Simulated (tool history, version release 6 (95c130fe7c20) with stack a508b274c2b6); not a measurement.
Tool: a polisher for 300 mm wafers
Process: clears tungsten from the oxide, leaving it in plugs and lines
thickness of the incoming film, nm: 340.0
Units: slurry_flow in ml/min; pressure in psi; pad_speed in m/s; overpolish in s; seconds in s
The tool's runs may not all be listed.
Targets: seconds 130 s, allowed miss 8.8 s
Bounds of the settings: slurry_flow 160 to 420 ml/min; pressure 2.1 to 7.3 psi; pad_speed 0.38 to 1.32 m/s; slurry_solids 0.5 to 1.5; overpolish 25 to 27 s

run,hour,slurry_flow,pressure,pad_speed,slurry_solids,overpolish,seconds
1,0,270,4.7,0.84,1,25,79.729
2,4.3,245,4.7,0.84,1,25,85.463
3,7.2,240,4.5,0.84,1,25,85.924
4,10.1,240,4.5,0.84,1,25,86.889
5,16,240,4.5,1.04,1,25,70.516
6,22.9,240,4.5,1.04,1.15,25,68.589
7,31.1,240,4.1,1.02,1.15,25,74.583
8,36.6,235,3.8,1,1.15,25,81.322
9,38.7,235,3.5,0.98,1.15,25,89.119
10,45.4,230,2.2,0.88,1.15,25,141.62

4 next moves are on the table. One of them brings every result within its allowed miss. Which?
A,52.1,235,2.2,0.98,1.05,25,?
B,52.1,225,2.1,0.76,1.25,27,?
C,52.1,220,2.1,0.8,1.15,25,?
D,52.1,190,2.1,0.82,1.15,25,?

move,seconds
A,128.35
B,165.23
C,160.22
D,159.96
A: meets every target
B: further off than the last run
C: further off than the last run
D: further off than the last run
Move A is the one to make.

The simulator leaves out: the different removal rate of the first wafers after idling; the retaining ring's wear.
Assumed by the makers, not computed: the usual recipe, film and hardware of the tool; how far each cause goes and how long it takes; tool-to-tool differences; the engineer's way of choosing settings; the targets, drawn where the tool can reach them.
